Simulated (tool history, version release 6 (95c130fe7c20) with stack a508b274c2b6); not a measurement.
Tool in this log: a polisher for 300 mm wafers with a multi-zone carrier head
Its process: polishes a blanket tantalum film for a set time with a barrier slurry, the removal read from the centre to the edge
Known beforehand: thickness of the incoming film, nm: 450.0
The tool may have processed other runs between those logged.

run  hour  flow of slurry (ml/min)  pressure of the head's centre zone  pressure of the head's middle zone  pressure of the head's edge zone  abrasive content of the slurry  polishing time (s)  film removed at the wafer's centre (nm)  film removed at mid-radius (nm)  film removed at the wafer's edge (nm)
  1   0.0                      230                                1.00                                1.00                              1.00                             1.0                  69                                   126.65                           126.21                                 124.63
  2   1.8                      230                                1.00                                1.00                              1.00                             0.8                  69                                   117.16                           115.98                                 116.37
  3   3.7                      205                                1.00                                1.00                              1.00                             0.8                  69                                   114.37                           111.23                                 113.38
  4  10.5                      180                                1.00                                1.00                              1.00                             0.8                  69                                   112.44                           108.34                                 113.35
  5  17.2                      180                                1.00                                1.00                              0.95                             0.8                  69                                   110.90                           108.25                                 110.47
  6  19.4                      180                                0.94                                1.00                              0.95                             0.8                  69                                   102.75                           111.50                                 110.99
  7  20.3                      200                                0.96                                1.02                              0.94                             0.8                  69                                   109.02                           115.14                                 115.60

Expected results for the next run?
  8  22.5                      225                                0.98                                1.05                              0.92                             0.8                  67                                        ?                                ?                                      ?

{"run 8": {"film removed at the wafer's centre (nm)": 111.96, "film removed at mid-radius (nm)": 115.3, "film removed at the wafer's edge (nm)": 107.48}}
